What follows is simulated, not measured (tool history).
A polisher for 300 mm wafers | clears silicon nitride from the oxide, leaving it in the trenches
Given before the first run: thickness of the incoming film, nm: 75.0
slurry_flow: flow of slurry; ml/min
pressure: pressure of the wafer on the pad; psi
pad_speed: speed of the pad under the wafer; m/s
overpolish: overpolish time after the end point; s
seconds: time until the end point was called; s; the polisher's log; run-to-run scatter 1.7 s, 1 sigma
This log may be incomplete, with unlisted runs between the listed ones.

run 1 hour=0 | slurry_flow=240 pressure=3.5 pad_speed=0.86 overpolish=5 | seconds=85.448
run 2 hour=7.1 | slurry_flow=240 pressure=3.5 pad_speed=0.86 overpolish=4 | seconds=86.657
run 3 hour=11.9 | slurry_flow=240 pressure=4 pad_speed=0.86 overpolish=4 | seconds=77.833
run 4 hour=17.9 | slurry_flow=270 pressure=4 pad_speed=0.86 overpolish=4 | seconds=76.466
run 5 hour=23.4 | slurry_flow=270 pressure=4.3 pad_speed=0.86 overpolish=4 | seconds=71.549
run 6 hour=28.3 | slurry_flow=310 pressure=4.3 pad_speed=0.86 overpolish=4 | seconds=70.357
run 7 hour=31.3 | slurry_flow=310 pressure=4.3 pad_speed=0.86 overpolish=4 | seconds=69.78
run 8 hour=36.4 | slurry_flow=310 pressure=3.7 pad_speed=0.84 overpolish=4 | seconds=82.754
run 9 hour=39.7 | slurry_flow=310 pressure=3.7 pad_speed=0.84 overpolish=4 | seconds=83.383

Estimate the outcome of run 10 from the log above:
run 10 hour=47.4 | slurry_flow=310 pressure=3.3 pad_speed=0.84 overpolish=4 | seconds=?

seconds: 93.144 s
